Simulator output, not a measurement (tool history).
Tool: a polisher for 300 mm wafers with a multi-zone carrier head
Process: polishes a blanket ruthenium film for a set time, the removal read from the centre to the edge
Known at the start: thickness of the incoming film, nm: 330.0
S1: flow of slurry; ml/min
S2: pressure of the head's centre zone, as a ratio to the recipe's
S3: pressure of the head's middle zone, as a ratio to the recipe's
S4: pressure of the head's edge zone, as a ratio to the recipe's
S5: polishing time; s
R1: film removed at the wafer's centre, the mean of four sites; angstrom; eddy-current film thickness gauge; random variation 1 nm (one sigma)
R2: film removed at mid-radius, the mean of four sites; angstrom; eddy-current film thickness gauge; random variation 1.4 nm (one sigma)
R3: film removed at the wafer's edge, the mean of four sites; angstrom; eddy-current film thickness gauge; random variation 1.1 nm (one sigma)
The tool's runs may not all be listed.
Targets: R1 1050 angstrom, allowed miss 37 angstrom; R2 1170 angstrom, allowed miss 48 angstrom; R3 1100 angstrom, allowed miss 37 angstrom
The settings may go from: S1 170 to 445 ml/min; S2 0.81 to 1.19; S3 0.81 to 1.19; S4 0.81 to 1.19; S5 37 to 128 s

run 1 hour=0 | S1=285 S2=1 S3=1 S4=1 S5=82 | R1=897.58 R2=907.98 R3=879.51
run 2 hour=7.6 | S1=290 S2=1 S3=1.02 S4=1.02 S5=84 | R1=913.37 R2=940.47 R3=933.43
run 3 hour=12.6 | S1=290 S2=1 S3=1.02 S4=1.02 S5=65 | R1=706 R2=714.71 R3=722.77
run 4 hour=15.2 | S1=290 S2=1 S3=1.02 S4=0.99 S5=65 | R1=715.43 R2=712.12 R3=700.47
run 5 hour=17.4 | S1=290 S2=0.92 S3=1.02 S4=0.99 S5=65 | R1=655.94 R2=727.32 R3=701.87
run 6 hour=19.9 | S1=295 S2=0.94 S3=1.04 S4=1.01 S5=70 | R1=736.15 R2=781.6 R3=765.49
run 7 hour=28.1 | S1=295 S2=0.94 S3=1.04 S4=1.01 S5=70 | R1=721.22 R2=788.01 R3=777.36
run 8 hour=34.8 | S1=295 S2=0.95 S3=1.06 S4=1.01 S5=74 | R1=782.04 R2=854.27 R3=801.46
run 9 hour=41.8 | S1=300 S2=0.96 S3=1.08 S4=1.03 S5=77 | R1=802.74 R2=894.9 R3=863.79
run 10 hour=49.8 | S1=300 S2=0.97 S3=1.09 S4=1.03 S5=80 | R1=854.65 R2=945.75 R3=881.4
run 11 hour=52 | S1=305 S2=0.98 S3=1.1 S4=1.05 S5=82 | R1=900.52 R2=975.97 R3=917.8
run 12 hour=52.7 | S1=310 S2=0.98 S3=1.11 S4=1.06 S5=84 | R1=900.37 R2=1022.6 R3=930.08
run 13 hour=57.5 | S1=305 S2=0.98 S3=1.11 S4=1.07 S5=86 | R1=928.02 R2=1031.8 R3=967.16
run 14 hour=61.6 | S1=310 S2=0.99 S3=1.12 S4=1.08 S5=87 | R1=954.6 R2=1075.3 R3=974.23
run 15 hour=64.4 | S1=310 S2=0.99 S3=1.11 S4=1.09 S5=88 | R1=965.73 R2=1044.9 R3=987.78
run 16 hour=64.9 | S1=310 S2=0.99 S3=1.12 S4=1.1 S5=89 | R1=961.57 R2=1089.6 R3=1028.1
run 17 hour=70.5 | S1=315 S2=1 S3=1.12 S4=1.11 S5=90 | R1=1002.7 R2=1082.2 R3=1038.2
run 18 hour=78.5 | S1=315 S2=1 S3=1.13 S4=1.12 S5=91 | R1=1017.2 R2=1117.9 R3=1040.1

Which of these 5 next moves meets every target?
run A hour=86.5 | S1=360 S2=1 S3=1.13 S4=1.14 S5=93 | R1=? R2=? R3=?
run B hour=86.5 | S1=315 S2=0.98 S3=1.01 S4=1.15 S5=97 | R1=? R2=? R3=?
run C hour=86.5 | S1=310 S2=0.96 S3=1.19 S4=1.13 S5=92 | R1=? R2=? R3=?
run D hour=86.5 | S1=295 S2=0.94 S3=0.98 S4=1.19 S5=95 | R1=? R2=? R3=?
run E hour=86.5 | S1=380 S2=1 S3=1.15 S4=0.98 S5=87 | R1=? R2=? R3=?

move=A R1=1039.4 R2=1161.9 R3=1073.1
move=B R1=1047 R2=1087.8 R3=1115.2
move=C R1=972.06 R2=1185.5 R3=1044.8
move=D R1=975.6 R2=1031.7 R3=1105.8
move=E R1=977.34 R2=1108.7 R3=937.01
A: meets every target
B: brings the result that was furthest off to its target, and leaves another outside
C: further off than the last run
D: brings the result that was furthest off to its target, and leaves another outside
E: further off than the last run
Move A is the one to make.
